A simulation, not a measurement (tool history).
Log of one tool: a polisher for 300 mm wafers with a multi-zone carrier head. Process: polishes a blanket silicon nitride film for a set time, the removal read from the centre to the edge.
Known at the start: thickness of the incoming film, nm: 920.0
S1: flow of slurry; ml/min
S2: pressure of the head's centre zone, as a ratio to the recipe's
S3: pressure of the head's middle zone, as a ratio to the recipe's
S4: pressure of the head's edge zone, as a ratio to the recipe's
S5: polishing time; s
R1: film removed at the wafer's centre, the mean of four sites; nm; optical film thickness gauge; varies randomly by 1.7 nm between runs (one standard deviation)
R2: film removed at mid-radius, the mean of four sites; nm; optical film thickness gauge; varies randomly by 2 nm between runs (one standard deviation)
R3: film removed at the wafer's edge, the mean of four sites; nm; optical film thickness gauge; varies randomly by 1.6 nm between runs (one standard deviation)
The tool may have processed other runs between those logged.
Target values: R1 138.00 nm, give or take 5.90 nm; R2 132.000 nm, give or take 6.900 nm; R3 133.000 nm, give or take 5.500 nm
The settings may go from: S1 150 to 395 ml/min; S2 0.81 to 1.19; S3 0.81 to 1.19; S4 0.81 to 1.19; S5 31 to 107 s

Run 1, hour 0.0: S1 250 ml/min, S2 1.00, S3 1.00, S4 1.00, S5 69 s. Result: R1 104.07 nm, R2 98.684 nm, R3 101.160 nm.
Run 2, hour 7.6: S1 250 ml/min, S2 1.07, S3 1.00, S4 1.00, S5 69 s. Result: R1 112.27 nm, R2 102.140 nm, R3 102.620 nm.
Run 3, hour 11.5: S1 250 ml/min, S2 1.07, S3 1.00, S4 0.92, S5 69 s. Result: R1 110.13 nm, R2 102.130 nm, R3 95.829 nm.
Run 4, hour 12.7: S1 250 ml/min, S2 1.07, S3 1.07, S4 0.92, S5 69 s. Result: R1 111.40 nm, R2 106.870 nm, R3 97.093 nm.
Run 5, hour 19.2: S1 250 ml/min, S2 1.07, S3 1.07, S4 0.92, S5 86 s. Result: R1 138.33 nm, R2 135.570 nm, R3 122.470 nm.
Run 6, hour 22.5: S1 250 ml/min, S2 1.06, S3 1.06, S4 0.95, S5 86 s. Result: R1 136.47 nm, R2 135.140 nm, R3 122.900 nm.
Run 7, hour 30.5: S1 250 ml/min, S2 1.06, S3 1.05, S4 0.98, S5 86 s. Result: R1 135.95 nm, R2 134.820 nm, R3 124.570 nm.
Run 8, hour 31.3: S1 250 ml/min, S2 1.06, S3 1.03, S4 1.00, S5 87 s. Result: R1 137.94 nm, R2 132.990 nm, R3 126.100 nm.

Exactly one of the 5 candidate moves below puts every result within its allowed miss. Which one?
Run A, hour 32.1: S1 260 ml/min, S2 1.03, S3 1.18, S4 0.92, S5 83 s. Result: R1 ?, R2 ?, R3 ?.
Run B, hour 32.1: S1 245 ml/min, S2 1.16, S3 1.06, S4 0.86, S5 86 s. Result: R1 ?, R2 ?, R3 ?.
Run C, hour 32.1: S1 265 ml/min, S2 1.02, S3 0.98, S4 1.05, S5 89 s. Result: R1 ?, R2 ?, R3 ?.
Run D, hour 32.1: S1 200 ml/min, S2 1.11, S3 1.08, S4 0.89, S5 86 s. Result: R1 ?, R2 ?, R3 ?.
Run E, hour 32.1: S1 250 ml/min, S2 1.01, S3 1.08, S4 0.94, S5 93 s. Result: R1 ?, R2 ?, R3 ?.

move      R1       R2       R3
   A  129.24  142.030  117.920
   B  149.05  133.340  118.490
   C  137.41  130.520  134.230
   D  138.36  131.710  117.560
   E  141.23  146.940  132.990
A: lands further from the targets than the last run did
B: lands further from the targets than the last run did
C: every result within its allowed miss
D: lands further from the targets than the last run did
E: gets the furthest-off result to its target, but another result is out of tolerance
C is the move that brings every result within its allowed miss.
